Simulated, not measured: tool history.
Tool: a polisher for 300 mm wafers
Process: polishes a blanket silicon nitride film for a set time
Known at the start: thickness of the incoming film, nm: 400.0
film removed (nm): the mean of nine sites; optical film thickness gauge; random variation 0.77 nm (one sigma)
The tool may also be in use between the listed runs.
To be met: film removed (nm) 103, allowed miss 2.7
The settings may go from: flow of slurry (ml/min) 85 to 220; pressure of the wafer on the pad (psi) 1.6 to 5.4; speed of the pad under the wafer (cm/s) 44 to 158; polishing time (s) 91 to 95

run,hour,flow of slurry (ml/min),pressure of the wafer on the pad (psi),speed of the pad under the wafer (cm/s),polishing time (s),film removed (nm)
1,0,140,3.5,100,91,155.51
2,5.6,135,3.3,100,91,147.1
3,7.8,130,3.1,100,91,138.17
4,13.4,125,2.9,100,91,127.83
5,15.1,125,2.9,110,91,136.35
6,23.4,125,3.6,110,91,168.65
7,24.7,100,2.6,108,91,113.71
8,27.6,90,2.5,108,91,107.96

Which of these 4 next moves meets every target?
A,30.5,130,2.3,102,95,?
B,30.5,100,2.6,94,95,?
C,30.5,110,2.6,96,93,?
D,30.5,105,2.2,106,95,?

move,film removed (nm)
A,110.27
B,109.11
C,111.44
D,103.12
A: further off than the last run
B: further off than the last run
C: further off than the last run
D: meets every target
The right move is D.
